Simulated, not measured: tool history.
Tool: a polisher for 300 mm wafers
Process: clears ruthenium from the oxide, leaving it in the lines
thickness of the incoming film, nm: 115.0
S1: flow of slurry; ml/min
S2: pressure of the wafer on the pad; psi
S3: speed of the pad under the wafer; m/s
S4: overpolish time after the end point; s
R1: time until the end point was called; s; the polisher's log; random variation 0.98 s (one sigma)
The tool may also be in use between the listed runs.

| run | day | S1 | S2 | S3 | S4 | R1 |
|---|---|---|---|---|---|---|
| 1 | 0 | 195 | 1.4 | 1.04 | 5 | 143.12 |
| 2 | 0.275 | 200 | 1.6 | 1.04 | 5 | 126.18 |
| 3 | 0.446 | 200 | 1.6 | 1.04 | 4 | 126.43 |
| 4 | 0.621 | 200 | 1.4 | 1.04 | 4 | 144.03 |
| 5 | 0.95 | 200 | 1.7 | 1.04 | 4 | 120.75 |
| 6 | 1.3 | 200 | 1.7 | 0.94 | 4 | 130.82 |
| 7 | 1.621 | 200 | 1.9 | 0.96 | 4 | 111.95 |

The next listed run, before its measurement:
| 8 | 1.979 | 200 | 2 | 0.96 | 4 | ? |

R1: 108.59 s

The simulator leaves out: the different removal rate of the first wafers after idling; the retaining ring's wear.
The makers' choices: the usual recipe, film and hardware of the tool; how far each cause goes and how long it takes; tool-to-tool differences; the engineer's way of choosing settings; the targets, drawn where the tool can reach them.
